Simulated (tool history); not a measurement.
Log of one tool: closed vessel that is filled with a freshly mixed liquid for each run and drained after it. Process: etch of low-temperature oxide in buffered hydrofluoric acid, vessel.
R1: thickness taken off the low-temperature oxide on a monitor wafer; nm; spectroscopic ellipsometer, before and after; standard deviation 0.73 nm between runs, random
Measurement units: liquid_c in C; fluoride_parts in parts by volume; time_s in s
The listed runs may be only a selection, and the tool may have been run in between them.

Run 1, hour 0.0: liquid_c 24.0 C, fluoride_parts 23.0 parts by volume, time_s 105 s. Result: R1 144.22 nm.
Run 2, hour 6.0: liquid_c 22.0 C, fluoride_parts 24.0 parts by volume, time_s 105 s. Result: R1 126.52 nm.
Run 3, hour 12.3: liquid_c 22.0 C, fluoride_parts 24.0 parts by volume, time_s 105 s. Result: R1 125.31 nm.
Run 4, hour 18.0: liquid_c 22.0 C, fluoride_parts 21.5 parts by volume, time_s 105 s. Result: R1 134.63 nm.
Run 5, hour 20.0: liquid_c 22.0 C, fluoride_parts 21.5 parts by volume, time_s 110 s. Result: R1 142.14 nm.
Run 6, hour 28.9: liquid_c 24.0 C, fluoride_parts 21.5 parts by volume, time_s 110 s. Result: R1 158.05 nm.
Run 7, hour 33.6: liquid_c 22.5 C, fluoride_parts 23.5 parts by volume, time_s 110 s. Result: R1 138.46 nm.
Run 8, hour 38.9: liquid_c 21.0 C, fluoride_parts 25.0 parts by volume, time_s 110 s. Result: R1 120.97 nm.
At hour 44.8: thermometer replaced.
Run 9, hour 44.8: liquid_c 20.0 C, fluoride_parts 25.5 parts by volume, time_s 110 s. Result: R1 119.36 nm.
Run 10, hour 51.3: liquid_c 19.5 C, fluoride_parts 26.5 parts by volume, time_s 110 s. Result: R1 114.42 nm.

Estimate the outcome of run 11 from the log above:
Run 11, hour 55.3: liquid_c 19.0 C, fluoride_parts 27.5 parts by volume, time_s 110 s. Result: R1 ?.

R1: 108.36 nm
